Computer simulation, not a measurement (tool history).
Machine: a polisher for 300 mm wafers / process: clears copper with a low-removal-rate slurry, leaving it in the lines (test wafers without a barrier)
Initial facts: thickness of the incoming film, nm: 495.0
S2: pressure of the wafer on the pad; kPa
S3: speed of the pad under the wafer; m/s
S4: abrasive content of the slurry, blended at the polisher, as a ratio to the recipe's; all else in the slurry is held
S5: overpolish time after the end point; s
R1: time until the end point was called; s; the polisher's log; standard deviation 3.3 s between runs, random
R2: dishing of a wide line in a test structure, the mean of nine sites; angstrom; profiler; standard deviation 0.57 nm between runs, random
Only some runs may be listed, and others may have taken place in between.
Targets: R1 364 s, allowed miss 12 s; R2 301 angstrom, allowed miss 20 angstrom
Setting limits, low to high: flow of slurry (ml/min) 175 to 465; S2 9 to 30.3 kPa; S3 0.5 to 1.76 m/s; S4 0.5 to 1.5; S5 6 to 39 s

{"run": 1, "hour": 0.0, "flow of slurry (ml/min)": 295, "S2": 19.3, "S3": 1.12, "S4": 1, "S5": 20, "R1": 142.78, "R2": 501.62}
{"run": 2, "hour": 5.3, "flow of slurry (ml/min)": 295, "S2": 16.5, "S3": 1, "S4": 1, "S5": 22, "R1": 182.6, "R2": 449.85}
{"run": 3, "hour": 8.8, "flow of slurry (ml/min)": 295, "S2": 16.5, "S3": 1, "S4": 1, "S5": 17, "R1": 185.81, "R2": 348.97}
{"run": 4, "hour": 15.8, "flow of slurry (ml/min)": 295, "S2": 16.5, "S3": 1, "S4": 1, "S5": 25, "R1": 181.69, "R2": 494.04}
{"run": 5, "hour": 20.2, "flow of slurry (ml/min)": 295, "S2": 14.5, "S3": 0.92, "S4": 1, "S5": 26, "R1": 219.53, "R2": 421.8}
{"run": 6, "hour": 28.5, "flow of slurry (ml/min)": 350, "S2": 14.5, "S3": 0.92, "S4": 1, "S5": 26, "R1": 213.96, "R2": 443.4}
{"run": 7, "hour": 29.6, "flow of slurry (ml/min)": 345, "S2": 13.1, "S3": 0.86, "S4": 1, "S5": 27, "R1": 248.48, "R2": 408.9}
{"run": 8, "hour": 33.9, "flow of slurry (ml/min)": 345, "S2": 11.7, "S3": 0.82, "S4": 1, "S5": 27, "R1": 284.06, "R2": 342.23}
{"run": 9, "hour": 41.3, "flow of slurry (ml/min)": 340, "S2": 11, "S3": 0.8, "S4": 1, "S5": 28, "R1": 312.22, "R2": 330.73}
{"run": 10, "hour": 46.0, "flow of slurry (ml/min)": 315, "S2": 11, "S3": 0.8, "S4": 1, "S5": 29, "R1": 307.79, "R2": 335.48}
{"run": 11, "hour": 47.8, "flow of slurry (ml/min)": 320, "S2": 9, "S3": 0.72, "S4": 1, "S5": 30, "R1": 406.51, "R2": 275.51}
{"run": 12, "hour": 54.5, "flow of slurry (ml/min)": 320, "S2": 11, "S3": 0.72, "S4": 1, "S5": 30, "R1": 332.55, "R2": 340.8}
{"run": 13, "hour": 55.8, "flow of slurry (ml/min)": 300, "S2": 11, "S3": 0.72, "S4": 1, "S5": 30, "R1": 336.71, "R2": 325.59}
{"run": 14, "hour": 63.6, "flow of slurry (ml/min)": 300, "S2": 11, "S3": 0.72, "S4": 1, "S5": 30, "R1": 334.52, "R2": 330.29}
{"run": 15, "hour": 70.3, "flow of slurry (ml/min)": 290, "S2": 11, "S3": 0.72, "S4": 1, "S5": 30, "R1": 334.43, "R2": 329.82}
{"run": 16, "hour": 71.6, "flow of slurry (ml/min)": 285, "S2": 11, "S3": 0.72, "S4": 1, "S5": 30, "R1": 339.41, "R2": 332.96}

5 candidate next runs follow, results not yet known. Just one meets every target within its allowed miss. Identify it.
{"run": "A", "hour": 72.9, "flow of slurry (ml/min)": 280, "S2": 11, "S3": 0.76, "S4": 1, "S5": 28, "R1": "?", "R2": "?"}
{"run": "B", "hour": 72.9, "flow of slurry (ml/min)": 345, "S2": 11, "S3": 0.8, "S4": 0.9, "S5": 23, "R1": "?", "R2": "?"}
{"run": "C", "hour": 72.9, "flow of slurry (ml/min)": 205, "S2": 12.4, "S3": 0.76, "S4": 0.9, "S5": 30, "R1": "?", "R2": "?"}
{"run": "D", "hour": 72.9, "flow of slurry (ml/min)": 290, "S2": 11, "S3": 0.62, "S4": 1, "S5": 29, "R1": "?", "R2": "?"}
{"run": "E", "hour": 72.9, "flow of slurry (ml/min)": 325, "S2": 10.3, "S3": 0.84, "S4": 0.95, "S5": 33, "R1": "?", "R2": "?"}

move=A R1=329.81 R2=328.07
move=B R1=319.52 R2=283.43
move=C R1=314.41 R2=365.84
move=D R1=374.08 R2=302.8
move=E R1=326.24 R2=380.13
A: the biggest miss grows against the last run
B: the biggest miss grows against the last run
C: the biggest miss grows against the last run
D: every result lands within tolerance
E: the biggest miss grows against the last run
D is the move that brings every result within its allowed miss.
